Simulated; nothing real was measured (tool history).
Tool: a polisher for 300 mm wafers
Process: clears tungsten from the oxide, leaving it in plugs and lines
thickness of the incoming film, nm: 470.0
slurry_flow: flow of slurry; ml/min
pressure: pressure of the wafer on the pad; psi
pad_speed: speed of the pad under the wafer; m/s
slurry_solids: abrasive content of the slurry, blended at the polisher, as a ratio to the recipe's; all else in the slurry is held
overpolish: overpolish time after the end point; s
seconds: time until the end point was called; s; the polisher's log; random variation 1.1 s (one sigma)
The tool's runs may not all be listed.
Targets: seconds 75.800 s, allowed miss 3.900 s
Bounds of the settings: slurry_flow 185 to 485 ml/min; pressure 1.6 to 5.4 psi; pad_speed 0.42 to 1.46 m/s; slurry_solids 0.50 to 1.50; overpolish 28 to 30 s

run  hour  slurry_flow  pressure  pad_speed  slurry_solids  overpolish  seconds
  1   0.0          310       3.5       0.94           1.00          28  139.360
  2   3.7          310       3.5       0.80           1.00          28  167.940
  3   5.2          310       4.1       0.88           1.00          28  134.940
  4  12.9          310       4.1       0.88           1.00          28  134.800
  5  20.8          310       4.1       0.88           1.10          28  126.900
  6  23.2          310       4.5       0.94           1.10          28  108.820
  7  28.0          310       4.8       0.98           1.10          28   98.658
  8  35.0          310       5.0       1.02           1.10          28   92.137

Which of these 4 next moves meets every target?
  A  42.0          345       5.4       1.18           0.90          30        ?
  B  42.0          275       5.4       1.04           0.85          28        ?
  C  42.0          325       5.1       1.08           1.05          28        ?
  D  42.0          315       5.1       1.08           1.20          28        ?

move  seconds
   A   76.368
   B   88.991
   C   85.463
   D   83.115
A: meets every target
B: nearer than the last run, and not there yet
C: nearer than the last run, and not there yet
D: nearer than the last run, and not there yet
Answer: A
